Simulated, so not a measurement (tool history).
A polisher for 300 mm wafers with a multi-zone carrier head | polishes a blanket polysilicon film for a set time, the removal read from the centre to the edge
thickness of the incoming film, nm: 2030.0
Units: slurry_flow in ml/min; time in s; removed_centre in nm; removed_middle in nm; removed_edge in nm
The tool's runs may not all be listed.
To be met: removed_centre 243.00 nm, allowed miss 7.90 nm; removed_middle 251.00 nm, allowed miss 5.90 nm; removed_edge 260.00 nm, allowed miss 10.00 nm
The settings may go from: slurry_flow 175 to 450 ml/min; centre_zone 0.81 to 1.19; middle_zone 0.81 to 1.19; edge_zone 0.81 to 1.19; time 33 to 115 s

Run 1, hour 0.0: slurry_flow 290 ml/min, centre_zone 1.00, middle_zone 1.00, edge_zone 1.00, time 73 s. Result: removed_centre 501.38 nm, removed_middle 498.25 nm, removed_edge 480.37 nm.
Run 2, hour 5.6: slurry_flow 280 ml/min, centre_zone 0.97, middle_zone 0.97, edge_zone 0.97, time 65 s. Result: removed_centre 429.51 nm, removed_middle 434.13 nm, removed_edge 417.30 nm.
Run 3, hour 13.0: slurry_flow 280 ml/min, centre_zone 0.97, middle_zone 0.97, edge_zone 0.97, time 72 s. Result: removed_centre 478.03 nm, removed_middle 479.33 nm, removed_edge 470.14 nm.
Run 4, hour 20.4: slurry_flow 275 ml/min, centre_zone 0.95, middle_zone 0.94, edge_zone 0.96, time 64 s. Result: removed_centre 412.54 nm, removed_middle 416.27 nm, removed_edge 414.20 nm.
Run 5, hour 25.0: slurry_flow 275 ml/min, centre_zone 0.95, middle_zone 0.94, edge_zone 0.96, time 81 s. Result: removed_centre 513.15 nm, removed_middle 527.62 nm, removed_edge 533.06 nm.
Run 6, hour 28.5: slurry_flow 270 ml/min, centre_zone 0.93, middle_zone 0.92, edge_zone 0.94, time 71 s. Result: removed_centre 443.43 nm, removed_middle 459.13 nm, removed_edge 459.33 nm.
Run 7, hour 35.1: slurry_flow 255 ml/min, centre_zone 0.92, middle_zone 0.90, edge_zone 0.94, time 63 s. Result: removed_centre 388.83 nm, removed_middle 399.10 nm, removed_edge 397.57 nm.
Run 8, hour 43.6: slurry_flow 205 ml/min, centre_zone 0.82, middle_zone 0.81, edge_zone 0.97, time 42 s. Result: removed_centre 220.67 nm, removed_middle 238.29 nm, removed_edge 272.51 nm.

Which of these 5 next moves meets every target?
Run A, hour 52.1: slurry_flow 200 ml/min, centre_zone 0.94, middle_zone 0.82, edge_zone 0.92, time 44 s. Result: removed_centre ?, removed_middle ?, removed_edge ?.
Run B, hour 52.1: slurry_flow 260 ml/min, centre_zone 0.99, middle_zone 0.81, edge_zone 0.97, time 39 s. Result: removed_centre ?, removed_middle ?, removed_edge ?.
Run C, hour 52.1: slurry_flow 220 ml/min, centre_zone 0.92, middle_zone 0.83, edge_zone 0.92, time 43 s. Result: removed_centre ?, removed_middle ?, removed_edge ?.
Run D, hour 52.1: slurry_flow 200 ml/min, centre_zone 0.84, middle_zone 0.81, edge_zone 1.04, time 44 s. Result: removed_centre ?, removed_middle ?, removed_edge ?.
Run E, hour 52.1: slurry_flow 190 ml/min, centre_zone 0.89, middle_zone 0.87, edge_zone 0.88, time 43 s. Result: removed_centre ?, removed_middle ?, removed_edge ?.

move  removed_centre  removed_middle  removed_edge
   A          267.82          251.72        271.55
   B          261.24          230.18        252.56
   C          260.66          251.80        268.46
   D          239.08          249.92        283.89
   E          245.21          253.03        259.44
A: takes the result that was furthest off past its target
B: takes the result that was furthest off past its target
C: takes the result that was furthest off past its target
D: brings the result that was furthest off to its target, and leaves another outside
E: meets every target
Answer: E
